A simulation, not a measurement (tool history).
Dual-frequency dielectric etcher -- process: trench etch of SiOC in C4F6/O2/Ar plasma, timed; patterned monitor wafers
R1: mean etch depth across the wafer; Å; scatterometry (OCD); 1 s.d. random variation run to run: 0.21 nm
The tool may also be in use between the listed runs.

run 1 hour=0.0 | source_power_(kW)=0.320 bias_power_(kW)=0.253 etch_time_(s)=25 | R1=606.13
run 2 hour=4.5 | source_power_(kW)=0.320 bias_power_(kW)=0.289 etch_time_(s)=25 | R1=640.38
run 3 hour=10.1 | source_power_(kW)=0.330 bias_power_(kW)=0.291 etch_time_(s)=25 | R1=659.87
run 4 hour=15.3 | source_power_(kW)=0.330 bias_power_(kW)=0.291 etch_time_(s)=25 | R1=655.58
run 5 hour=20.6 | source_power_(kW)=0.330 bias_power_(kW)=0.259 etch_time_(s)=25 | R1=627.81
run 6 hour=23.1 | source_power_(kW)=0.330 bias_power_(kW)=0.259 etch_time_(s)=26 | R1=648.41

Predict the results of run 7:
run 7 hour=29.7 | source_power_(kW)=0.340 bias_power_(kW)=0.260 etch_time_(s)=26 | R1=?

{"run 7": {"R1": 663.84}}

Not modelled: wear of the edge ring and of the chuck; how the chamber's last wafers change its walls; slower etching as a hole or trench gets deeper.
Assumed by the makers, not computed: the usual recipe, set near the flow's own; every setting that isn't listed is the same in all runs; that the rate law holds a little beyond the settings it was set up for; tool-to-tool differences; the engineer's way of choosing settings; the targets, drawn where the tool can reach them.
